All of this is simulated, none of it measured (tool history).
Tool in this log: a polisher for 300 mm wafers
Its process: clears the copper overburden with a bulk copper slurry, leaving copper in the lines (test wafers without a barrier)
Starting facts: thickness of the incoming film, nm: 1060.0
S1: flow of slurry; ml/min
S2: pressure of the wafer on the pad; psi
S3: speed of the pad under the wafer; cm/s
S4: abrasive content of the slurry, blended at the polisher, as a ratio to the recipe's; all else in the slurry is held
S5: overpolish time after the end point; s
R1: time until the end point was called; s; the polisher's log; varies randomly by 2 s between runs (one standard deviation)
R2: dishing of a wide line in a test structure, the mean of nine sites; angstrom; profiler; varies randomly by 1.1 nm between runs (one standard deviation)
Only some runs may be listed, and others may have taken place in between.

run,hour,S1,S2,S3,S4,S5,R1,R2
1,0.0,295,3.4,130,1.00,23,69.816,1276.0
2,7.3,245,3.4,130,1.00,23,70.590,1301.8
3,9.6,245,3.9,130,1.00,23,64.685,1355.5
4,12.1,245,3.9,130,0.85,23,66.198,1326.1
5,17.1,245,3.9,154,0.85,23,57.355,1415.8
# hour 19.9: slurry nozzle cleaned
6,19.9,245,3.4,146,0.85,21,64.098,1294.8
7,22.6,245,3.0,134,0.85,19,75.018,1116.3

Run 8, settings as shown, results not yet in. Your forecast:
8,28.8,245,2.6,130,0.85,19,?,?

R1: 90.913 s
R2: 1009.5 angstrom

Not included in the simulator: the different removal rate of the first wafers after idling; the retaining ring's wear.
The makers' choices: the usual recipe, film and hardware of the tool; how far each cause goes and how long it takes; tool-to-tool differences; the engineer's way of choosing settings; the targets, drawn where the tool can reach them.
